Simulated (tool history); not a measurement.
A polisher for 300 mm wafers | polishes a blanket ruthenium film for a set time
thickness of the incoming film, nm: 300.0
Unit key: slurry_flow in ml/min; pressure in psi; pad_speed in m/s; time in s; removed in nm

run	hour	slurry_flow	pressure	pad_speed	time	removed
1	0.0	310	1.9	1.18	63	94.916
2	3.5	310	1.9	1.46	63	113.000
3	5.1	310	2.0	1.46	63	119.040
4	6.8	310	2.3	1.46	63	132.930
5	14.8	310	2.3	1.62	63	144.680
6	21.4	310	2.3	1.86	63	161.880
7	24.7	310	2.2	1.86	63	157.660

Run 8 comes next. What will it give?
8	28.8	310	2.1	1.86	63	?

Run 8 produced removed 151.100 nm.
